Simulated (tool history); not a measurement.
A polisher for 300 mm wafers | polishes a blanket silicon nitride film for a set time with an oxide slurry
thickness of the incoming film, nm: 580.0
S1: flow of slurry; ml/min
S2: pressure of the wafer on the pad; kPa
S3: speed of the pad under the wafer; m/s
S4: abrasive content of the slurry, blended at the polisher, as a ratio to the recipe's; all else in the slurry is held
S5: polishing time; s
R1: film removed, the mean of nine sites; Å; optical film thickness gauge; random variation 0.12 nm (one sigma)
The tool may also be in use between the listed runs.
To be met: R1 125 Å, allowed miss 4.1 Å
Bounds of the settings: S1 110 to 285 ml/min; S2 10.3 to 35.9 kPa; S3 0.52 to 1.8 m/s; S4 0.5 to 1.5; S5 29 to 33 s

run	hour	S1	S2	S3	S4	S5	R1
1	0	180	22.8	1.16	1	33	192.48
2	1.3	180	28.3	1.16	1	33	246.49
3	8.2	180	28.3	0.9	1	33	204.02
4	9.1	180	30.3	0.9	1	33	220.4
5	9.7	180	26.9	0.9	1	33	194.86
6	15.8	175	24.8	0.9	1	33	180.95
7	21.1	175	22.8	0.9	1	33	164.21
8	27.2	175	21.4	0.9	1	33	158.03
9	27.8	160	14.5	0.88	1	33	104.41
10	31.6	175	14.5	0.88	1	33	105.32
11	40.2	175	15.2	0.88	1	33	110.43

Which of these 5 next moves meets every target?
A	48.8	255	15.2	0.94	0.9	29	?
B	48.8	165	12.4	0.94	1.1	33	?
C	48.8	135	11.7	1.16	1	31	?
D	48.8	180	14.5	0.82	0.95	33	?
E	48.8	165	21.4	0.64	1.05	32	?

move	R1
A	100.39
B	97.678
C	93.175
D	98.687
E	123.55
A: further off than the last run
B: further off than the last run
C: further off than the last run
D: further off than the last run
E: meets every target
Move E is the one to make.

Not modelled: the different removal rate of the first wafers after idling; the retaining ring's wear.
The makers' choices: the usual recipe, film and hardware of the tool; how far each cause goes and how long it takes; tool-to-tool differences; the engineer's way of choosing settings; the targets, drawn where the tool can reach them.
